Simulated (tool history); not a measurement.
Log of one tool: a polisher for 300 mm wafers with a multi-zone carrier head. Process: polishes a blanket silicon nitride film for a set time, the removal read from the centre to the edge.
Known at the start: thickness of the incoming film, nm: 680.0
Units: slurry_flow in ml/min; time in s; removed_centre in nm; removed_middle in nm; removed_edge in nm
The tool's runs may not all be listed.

run	hour	slurry_flow	centre_zone	middle_zone	edge_zone	time	removed_centre	removed_middle	removed_edge
1	0	150	1	1	1	54	80.905	82.955	80.804
2	8.6	155	1.03	1	1.03	57	88.451	88.662	86.183
3	10.8	155	1.03	1	0.99	57	88.481	89.585	84.784
4	16	155	1.03	1	1.04	57	90.154	90.285	84.371
5	19.1	155	1.03	0.97	1.03	61	96.607	93.373	92.057
6	21.6	160	1.03	0.96	1.04	63	98.17	95.139	96.317
7	30.5	165	1.04	0.96	1.05	65	103.7	97.775	99.958
8	33.3	165	1.05	0.96	1.05	66	106.6	101.21	101.22
9	33.9	165	1.06	0.96	1.05	67	107.46	100.57	102.93

Forecast run 10:
10	41.1	170	1.07	0.97	1.05	68	?	?	?

{"run 10": {"removed_centre": 112.51, "removed_middle": 103.67, "removed_edge": 104.23}}
